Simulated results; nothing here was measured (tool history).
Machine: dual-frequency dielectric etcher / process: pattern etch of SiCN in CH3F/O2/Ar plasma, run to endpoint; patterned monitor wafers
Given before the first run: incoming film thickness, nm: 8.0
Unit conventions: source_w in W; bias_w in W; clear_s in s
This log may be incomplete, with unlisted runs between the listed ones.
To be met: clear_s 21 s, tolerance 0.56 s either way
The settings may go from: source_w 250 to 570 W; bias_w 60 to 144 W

{"run": 1, "hour": 0.0, "source_w": 410, "bias_w": 102, "clear_s": 17.656}
{"run": 2, "hour": 5.1, "source_w": 410, "bias_w": 119, "clear_s": 16.801}
{"run": 3, "hour": 9.7, "source_w": 450, "bias_w": 119, "clear_s": 16.35}
{"run": 4, "hour": 15.8, "source_w": 450, "bias_w": 128, "clear_s": 16.053}
{"hour": 21.5, "done": "bias power generator calibrated"}
{"run": 5, "hour": 21.5, "source_w": 430, "bias_w": 122, "clear_s": 16.236}
{"run": 6, "hour": 22.6, "source_w": 480, "bias_w": 122, "clear_s": 15.823}
{"run": 7, "hour": 27.8, "source_w": 460, "bias_w": 117, "clear_s": 16.248}
{"run": 8, "hour": 35.9, "source_w": 440, "bias_w": 113, "clear_s": 16.647}
{"run": 9, "hour": 40.2, "source_w": 420, "bias_w": 109, "clear_s": 17.075}
{"run": 10, "hour": 41.2, "source_w": 400, "bias_w": 105, "clear_s": 17.383}
{"run": 11, "hour": 42.7, "source_w": 320, "bias_w": 84, "clear_s": 19.771}

Which single option among these 4 for the next run brings every result within its allowed miss of target? Just one does.
{"run": "A", "hour": 44.2, "source_w": 380, "bias_w": 75, "clear_s": "?"}
{"run": "B", "hour": 44.2, "source_w": 270, "bias_w": 76, "clear_s": "?"}
{"run": "C", "hour": 44.2, "source_w": 370, "bias_w": 68, "clear_s": "?"}
{"run": "D", "hour": 44.2, "source_w": 290, "bias_w": 95, "clear_s": "?"}

move=A clear_s=19.526
move=B clear_s=21.281
move=C clear_s=20.176
move=D clear_s=19.63
A: the biggest miss grows against the last run
B: every result lands within tolerance
C: better than the last run, though not everything is in spec
D: the biggest miss grows against the last run
The move that meets every target is B.

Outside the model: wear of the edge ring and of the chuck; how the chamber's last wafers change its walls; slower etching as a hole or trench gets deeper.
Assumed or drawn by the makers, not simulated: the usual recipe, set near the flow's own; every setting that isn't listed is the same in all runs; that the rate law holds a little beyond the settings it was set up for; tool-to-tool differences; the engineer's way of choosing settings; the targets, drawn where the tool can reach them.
